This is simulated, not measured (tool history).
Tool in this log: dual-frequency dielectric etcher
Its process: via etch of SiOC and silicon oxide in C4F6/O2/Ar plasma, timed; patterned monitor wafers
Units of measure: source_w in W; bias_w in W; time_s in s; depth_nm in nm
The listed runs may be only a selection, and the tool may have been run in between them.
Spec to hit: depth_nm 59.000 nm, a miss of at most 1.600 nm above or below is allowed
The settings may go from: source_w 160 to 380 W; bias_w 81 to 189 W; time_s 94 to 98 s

run,hour,source_w,bias_w,time_s,depth_nm
1,0.0,270,135,94,82.686
2,8.2,320,135,94,92.404
3,12.6,280,135,94,85.064
4,14.9,260,135,94,81.322
5,17.6,260,135,98,84.826
6,20.1,220,135,98,75.778
7,27.6,210,128,97,71.025
8,35.2,160,101,95,47.761
9,42.5,180,102,95,55.155

Which single option among these 4 for the next run brings every result within its allowed miss of target? Just one does.
A,49.8,180,91,98,?
B,49.8,170,103,94,?
C,49.8,190,105,94,?
D,49.8,170,95,97,?

move,depth_nm
A,54.418
B,51.243
C,58.581
D,51.199
A: further off than the last run
B: further off than the last run
C: hits every target within its allowed miss
D: further off than the last run
C meets every target.

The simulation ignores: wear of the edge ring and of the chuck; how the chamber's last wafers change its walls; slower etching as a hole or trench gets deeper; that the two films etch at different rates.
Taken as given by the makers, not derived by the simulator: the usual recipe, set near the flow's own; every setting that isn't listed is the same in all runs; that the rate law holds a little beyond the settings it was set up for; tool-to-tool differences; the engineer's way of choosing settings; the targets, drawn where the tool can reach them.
